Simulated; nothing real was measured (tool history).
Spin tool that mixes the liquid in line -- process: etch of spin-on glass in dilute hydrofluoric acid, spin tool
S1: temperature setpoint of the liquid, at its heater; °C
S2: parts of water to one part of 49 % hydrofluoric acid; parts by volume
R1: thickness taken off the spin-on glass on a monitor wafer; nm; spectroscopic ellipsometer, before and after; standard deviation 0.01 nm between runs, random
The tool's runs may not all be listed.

{"run": 1, "hour": 0.0, "S1": 23.0, "S2": 255, "time under the liquid (s)": 20, "R1": 2.3751}
{"run": 2, "hour": 2.9, "S1": 22.5, "S2": 265, "time under the liquid (s)": 20, "R1": 2.2652}
{"run": 3, "hour": 4.2, "S1": 22.0, "S2": 275, "time under the liquid (s)": 20, "R1": 2.1109}
{"run": 4, "hour": 7.9, "S1": 22.0, "S2": 275, "time under the liquid (s)": 20, "R1": 2.1296}
{"run": 5, "hour": 8.8, "S1": 22.0, "S2": 195, "time under the liquid (s)": 20, "R1": 3.2685}
{"run": 6, "hour": 10.0, "S1": 22.0, "S2": 130, "time under the liquid (s)": 20, "R1": 5.2286}
{"run": 7, "hour": 18.0, "S1": 21.5, "S2": 155, "time under the liquid (s)": 20, "R1": 4.1538}
{"run": 8, "hour": 21.8, "S1": 21.0, "S2": 175, "time under the liquid (s)": 20, "R1": 3.4922}
{"run": 9, "hour": 24.9, "S1": 20.5, "S2": 190, "time under the liquid (s)": 20, "R1": 3.1493}
{"run": 10, "hour": 32.5, "S1": 20.0, "S2": 205, "time under the liquid (s)": 20, "R1": 2.8035}
{"run": 11, "hour": 36.2, "S1": 17.0, "S2": 310, "time under the liquid (s)": 20, "R1": 1.5232}
{"run": 12, "hour": 42.6, "S1": 17.0, "S2": 315, "time under the liquid (s)": 20, "R1": 1.481}

What does the tool deliver on the next run?
{"run": 13, "hour": 48.8, "S1": 17.0, "S2": 365, "time under the liquid (s)": 20, "R1": "?"}

R1: 1.2296 nm
